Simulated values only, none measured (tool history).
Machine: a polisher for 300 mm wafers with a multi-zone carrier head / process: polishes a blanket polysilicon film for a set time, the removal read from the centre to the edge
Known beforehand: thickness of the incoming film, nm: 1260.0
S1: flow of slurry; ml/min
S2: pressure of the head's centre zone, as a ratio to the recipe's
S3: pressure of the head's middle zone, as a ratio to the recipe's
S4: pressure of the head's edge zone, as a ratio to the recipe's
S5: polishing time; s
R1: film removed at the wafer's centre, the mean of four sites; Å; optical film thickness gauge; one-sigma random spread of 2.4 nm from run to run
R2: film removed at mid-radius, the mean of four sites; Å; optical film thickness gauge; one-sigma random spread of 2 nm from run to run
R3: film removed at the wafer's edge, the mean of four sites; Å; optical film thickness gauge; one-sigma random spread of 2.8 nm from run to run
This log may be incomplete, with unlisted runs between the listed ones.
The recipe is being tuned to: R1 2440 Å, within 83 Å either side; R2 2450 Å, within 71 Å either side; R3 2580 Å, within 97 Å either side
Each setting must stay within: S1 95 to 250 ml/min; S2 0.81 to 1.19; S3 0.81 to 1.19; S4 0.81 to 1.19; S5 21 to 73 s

run    day   S1    S2   S3    S4  S5      R1      R2      R3
  1      0  160     1    1     1  47    3252  3300.7    3078
  2    0.1  160     1    1  0.94  47  3262.8  3273.5  3033.4
  3  0.388  125     1    1  0.94  47  3010.1  3105.2  2911.8
  4  0.446  125  1.06    1  0.94  47  3158.4  3123.8    3005
  5  0.542  125   1.1    1  0.94  47  3298.3  3117.2  2927.6
  6  0.638  125  1.02    1  0.94  47  3093.1  3120.1  2975.3
  7  0.708  105  0.92  0.9  0.88  40  2263.6    2307  2324.7
  8  0.896  150  0.93  0.9  0.98  40  2593.8  2508.9  2653.4
  9  1.129  145  0.92  0.9  0.98  40  2547.3  2525.3  2662.9

Consider the 4 candidate settings below. Which is the only one whose results all fall within their allowed miss of target?
  A  1.362  160  0.91  0.81   0.9  41   ?   ?   ?
  B  1.362  150  0.93  0.88  0.87  40   ?   ?   ?
  C  1.362  145  0.89  0.89  0.97  39   ?   ?   ?
  D  1.362  150  0.85  0.82     1  43   ?   ?   ?

move      R1      R2      R3
   A  2690.5  2412.7  2644.2
   B  2628.2  2486.3  2513.6
   C  2462.2    2429  2563.6
   D  2648.1  2522.5  2886.1
A: lands further from the targets than the last run did
B: lands further from the targets than the last run did
C: meets every target
D: lands further from the targets than the last run did
So the answer is move C, the one that meets all the targets.
